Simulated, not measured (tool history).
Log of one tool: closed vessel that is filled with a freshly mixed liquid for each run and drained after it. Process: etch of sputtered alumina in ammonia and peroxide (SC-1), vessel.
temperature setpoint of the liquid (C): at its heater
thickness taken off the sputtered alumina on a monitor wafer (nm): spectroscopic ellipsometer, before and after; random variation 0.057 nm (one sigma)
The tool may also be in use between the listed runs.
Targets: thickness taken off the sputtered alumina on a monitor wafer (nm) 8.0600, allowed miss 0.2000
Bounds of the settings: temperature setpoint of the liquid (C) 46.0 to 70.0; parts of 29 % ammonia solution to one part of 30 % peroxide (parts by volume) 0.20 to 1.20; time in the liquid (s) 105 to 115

run  hour  temperature setpoint of the liquid (C)  parts of 29 % ammonia solution to one part of 30 % peroxide (parts by volume)  time in the liquid (s)  thickness taken off the sputtered alumina on a monitor wafer (nm)
  1   0.0                                    62.0                                                                           1.00                     105                                                            10.6660
  2   2.7                                    62.0                                                                           0.70                     105                                                            10.2160
  3   9.0                                    60.5                                                                           0.70                     105                                                             9.6145
  4  14.6                                    60.5                                                                           0.70                     105                                                             9.4885
  5  16.6                                    59.5                                                                           0.70                     105                                                             9.0244
  6  24.0                                    59.0                                                                           0.70                     105                                                             8.8939
  7  29.2                                    58.5                                                                           0.70                     105                                                             8.7588
  8  31.2                                    58.0                                                                           0.70                     105                                                             8.5278
  9  38.7                                    58.0                                                                           0.70                     105                                                             8.4154

4 next moves are on the table. One of them brings every result within its allowed miss. Which?
  A  46.2                                    53.5                                                                           1.20                     115                                                                  ?
  B  46.2                                    56.5                                                                           1.15                     105                                                                  ?
  C  46.2                                    54.5                                                                           0.95                     110                                                                  ?
  D  46.2                                    59.0                                                                           0.70                     105                                                                  ?

move  thickness taken off the sputtered alumina on a monitor wafer (nm)
   A                                                             7.6741
   B                                                             8.1836
   C                                                             7.5734
   D                                                             8.8937
A: takes the result that was furthest off past its target
B: meets every target
C: takes the result that was furthest off past its target
D: further off than the last run
The right move is B.

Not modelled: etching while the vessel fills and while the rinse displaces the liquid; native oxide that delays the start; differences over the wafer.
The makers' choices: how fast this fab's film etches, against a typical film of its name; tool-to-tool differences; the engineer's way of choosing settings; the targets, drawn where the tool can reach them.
